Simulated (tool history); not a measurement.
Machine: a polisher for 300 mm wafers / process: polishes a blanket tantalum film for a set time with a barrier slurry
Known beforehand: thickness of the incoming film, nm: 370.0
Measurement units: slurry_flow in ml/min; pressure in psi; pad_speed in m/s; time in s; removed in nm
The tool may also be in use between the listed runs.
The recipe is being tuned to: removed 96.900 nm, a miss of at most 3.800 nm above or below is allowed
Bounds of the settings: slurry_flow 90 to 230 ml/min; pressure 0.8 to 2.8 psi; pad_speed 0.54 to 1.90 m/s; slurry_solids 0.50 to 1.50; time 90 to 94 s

{"run": 1, "hour": 0.0, "slurry_flow": 150, "pressure": 1.8, "pad_speed": 1.22, "slurry_solids": 1.0, "time": 90, "removed": 165.56}
{"run": 2, "hour": 1.2, "slurry_flow": 150, "pressure": 1.8, "pad_speed": 1.22, "slurry_solids": 1.1, "time": 90, "removed": 174.07}
{"run": 3, "hour": 8.9, "slurry_flow": 150, "pressure": 1.6, "pad_speed": 1.22, "slurry_solids": 1.1, "time": 90, "removed": 158.02}
{"run": 4, "hour": 13.3, "slurry_flow": 180, "pressure": 1.6, "pad_speed": 1.22, "slurry_solids": 1.1, "time": 90, "removed": 163.6}
{"run": 5, "hour": 14.1, "slurry_flow": 175, "pressure": 1.5, "pad_speed": 1.2, "slurry_solids": 1.1, "time": 90, "removed": 148.8}
{"run": 6, "hour": 16.0, "slurry_flow": 175, "pressure": 1.4, "pad_speed": 1.2, "slurry_solids": 1.1, "time": 90, "removed": 138.74}
{"run": 7, "hour": 22.9, "slurry_flow": 170, "pressure": 1.3, "pad_speed": 1.2, "slurry_solids": 1.1, "time": 90, "removed": 131.31}
{"run": 8, "hour": 24.6, "slurry_flow": 170, "pressure": 1.2, "pad_speed": 1.2, "slurry_solids": 1.1, "time": 90, "removed": 121.5}
{"run": 9, "hour": 32.7, "slurry_flow": 165, "pressure": 1.2, "pad_speed": 1.2, "slurry_solids": 1.1, "time": 90, "removed": 119.8}
{"run": 10, "hour": 38.1, "slurry_flow": 160, "pressure": 1.2, "pad_speed": 1.2, "slurry_solids": 1.1, "time": 90, "removed": 120.18}
{"run": 11, "hour": 40.1, "slurry_flow": 155, "pressure": 1.2, "pad_speed": 1.2, "slurry_solids": 1.1, "time": 90, "removed": 119.83}
{"run": 12, "hour": 45.0, "slurry_flow": 145, "pressure": 1.0, "pad_speed": 1.2, "slurry_solids": 1.1, "time": 90, "removed": 100.75}
{"run": 13, "hour": 48.5, "slurry_flow": 140, "pressure": 1.0, "pad_speed": 1.2, "slurry_solids": 1.1, "time": 90, "removed": 102.57}

Of the 4 settings listed for the next run, only one would bring every result within its allowed miss of target. Which one?
{"run": "A", "hour": 52.0, "slurry_flow": 135, "pressure": 1.1, "pad_speed": 1.16, "slurry_solids": 1.0, "time": 94, "removed": "?"}
{"run": "B", "hour": 52.0, "slurry_flow": 95, "pressure": 1.0, "pad_speed": 1.2, "slurry_solids": 1.05, "time": 94, "removed": "?"}
{"run": "C", "hour": 52.0, "slurry_flow": 145, "pressure": 0.8, "pad_speed": 1.14, "slurry_solids": 1.1, "time": 94, "removed": "?"}
{"run": "D", "hour": 52.0, "slurry_flow": 145, "pressure": 1.0, "pad_speed": 0.98, "slurry_solids": 1.1, "time": 94, "removed": "?"}

move=A removed=105.590
move=B removed=94.991
move=C removed=83.519
move=D removed=86.639
A: further off than the last run
B: each result inside its tolerance
C: takes the biggest miss from the last run beyond its target
D: takes the biggest miss from the last run beyond its target
Correct choice: B, which meets every target

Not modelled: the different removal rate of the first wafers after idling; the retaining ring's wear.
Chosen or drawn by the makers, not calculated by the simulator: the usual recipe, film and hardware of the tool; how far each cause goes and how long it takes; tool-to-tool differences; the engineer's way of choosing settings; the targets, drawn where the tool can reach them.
